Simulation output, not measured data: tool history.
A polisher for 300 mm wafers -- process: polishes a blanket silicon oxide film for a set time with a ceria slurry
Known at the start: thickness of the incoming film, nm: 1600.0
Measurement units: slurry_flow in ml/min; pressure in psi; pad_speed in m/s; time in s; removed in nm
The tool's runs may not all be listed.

| run | hour | slurry_flow | pressure | pad_speed | time | removed |
|---|---|---|---|---|---|---|
| 1 | 0.0 | 305 | 2.6 | 1.34 | 120 | 535.94 |
| 2 | 4.4 | 305 | 2.9 | 1.34 | 120 | 596.74 |
| 3 | 10.9 | 305 | 3.1 | 1.34 | 120 | 641.72 |
| 4 | 12.0 | 305 | 2.5 | 1.34 | 120 | 515.01 |
| 5 | 19.6 | 305 | 2.2 | 1.34 | 120 | 460.38 |
| 6 | 28.6 | 305 | 2.5 | 1.34 | 120 | 512.70 |
| 7 | 33.6 | 305 | 2.8 | 1.34 | 120 | 573.92 |
| 8 | 37.9 | 305 | 3.0 | 1.34 | 120 | 613.44 |

Run 9 comes next. What will it give?
| 9 | 45.6 | 305 | 3.7 | 1.36 | 120 | ? |

{"run 9": {"removed": 755.66}}

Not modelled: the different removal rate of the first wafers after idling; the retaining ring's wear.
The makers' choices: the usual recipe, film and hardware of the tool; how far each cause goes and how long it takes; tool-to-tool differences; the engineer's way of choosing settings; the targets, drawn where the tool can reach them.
